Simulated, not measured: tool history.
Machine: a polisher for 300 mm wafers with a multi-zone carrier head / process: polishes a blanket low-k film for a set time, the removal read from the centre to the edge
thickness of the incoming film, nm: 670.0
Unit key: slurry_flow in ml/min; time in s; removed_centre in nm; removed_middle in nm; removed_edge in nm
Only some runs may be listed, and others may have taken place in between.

Run 1, hour 0.0: slurry_flow 190 ml/min, centre_zone 1.00, middle_zone 1.00, edge_zone 1.00, slurry_solids 1.00, time 87 s. Result: removed_centre 34.799 nm, removed_middle 34.408 nm, removed_edge 34.509 nm.
Run 2, hour 8.7: slurry_flow 180 ml/min, centre_zone 0.97, middle_zone 1.00, edge_zone 0.96, slurry_solids 0.90, time 87 s. Result: removed_centre 31.738 nm, removed_middle 33.539 nm, removed_edge 32.464 nm.
Run 3, hour 11.7: slurry_flow 180 ml/min, centre_zone 0.97, middle_zone 1.00, edge_zone 0.96, slurry_solids 0.75, time 87 s. Result: removed_centre 29.639 nm, removed_middle 30.915 nm, removed_edge 30.022 nm.
Run 4, hour 16.5: slurry_flow 175 ml/min, centre_zone 0.95, middle_zone 0.99, edge_zone 0.93, slurry_solids 0.70, time 87 s. Result: removed_centre 28.048 nm, removed_middle 29.596 nm, removed_edge 29.031 nm.
Run 5, hour 19.9: slurry_flow 170 ml/min, centre_zone 0.94, middle_zone 0.99, edge_zone 0.90, slurry_solids 0.70, time 87 s. Result: removed_centre 28.419 nm, removed_middle 30.319 nm, removed_edge 28.272 nm.
Run 6, hour 28.9: slurry_flow 170 ml/min, centre_zone 0.94, middle_zone 0.99, edge_zone 0.90, slurry_solids 0.70, time 71 s. Result: removed_centre 22.315 nm, removed_middle 24.223 nm, removed_edge 23.216 nm.
Run 7, hour 35.5: slurry_flow 185 ml/min, centre_zone 0.95, middle_zone 1.02, edge_zone 0.93, slurry_solids 0.75, time 71 s. Result: removed_centre 24.360 nm, removed_middle 25.769 nm, removed_edge 24.636 nm.
Run 8, hour 39.4: slurry_flow 195 ml/min, centre_zone 0.93, middle_zone 1.04, edge_zone 0.95, slurry_solids 0.75, time 71 s. Result: removed_centre 22.976 nm, removed_middle 26.925 nm, removed_edge 24.899 nm.
Run 9, hour 43.7: slurry_flow 210 ml/min, centre_zone 0.95, middle_zone 1.04, edge_zone 0.97, slurry_solids 0.75, time 71 s. Result: removed_centre 23.990 nm, removed_middle 27.355 nm, removed_edge 25.090 nm.

Run 10 comes next. What will it give?
Run 10, hour 51.2: slurry_flow 215 ml/min, centre_zone 0.96, middle_zone 1.04, edge_zone 0.99, slurry_solids 0.75, time 71 s. Result: removed_centre ?, removed_middle ?, removed_edge ?.

{"run 10": {"removed_centre": 24.169, "removed_middle": 27.376, "removed_edge": 25.698}}
